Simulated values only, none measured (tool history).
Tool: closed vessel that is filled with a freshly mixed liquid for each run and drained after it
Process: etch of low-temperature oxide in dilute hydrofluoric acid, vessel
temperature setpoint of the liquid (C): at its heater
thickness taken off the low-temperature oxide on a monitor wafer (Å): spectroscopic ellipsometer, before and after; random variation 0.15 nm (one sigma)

run,hour,temperature setpoint of the liquid (C),parts of water to one part of 49 % hydrofluoric acid (parts by volume),time in the liquid (s),thickness taken off the low-temperature oxide on a monitor wafer (Å)
1,0.0,23,240,535,204.98
2,5.0,23,170,535,314.60
3,9.7,21,170,535,289.33
4,17.0,18,170,535,259.03
5,21.2,18,170,570,274.17
6,29.5,18,170,535,258.95
7,35.9,20,170,535,278.36

The next listed run, before its measurement:
8,43.1,24,165,535,?

thickness taken off the low-temperature oxide on a monitor wafer (Å): 336.82

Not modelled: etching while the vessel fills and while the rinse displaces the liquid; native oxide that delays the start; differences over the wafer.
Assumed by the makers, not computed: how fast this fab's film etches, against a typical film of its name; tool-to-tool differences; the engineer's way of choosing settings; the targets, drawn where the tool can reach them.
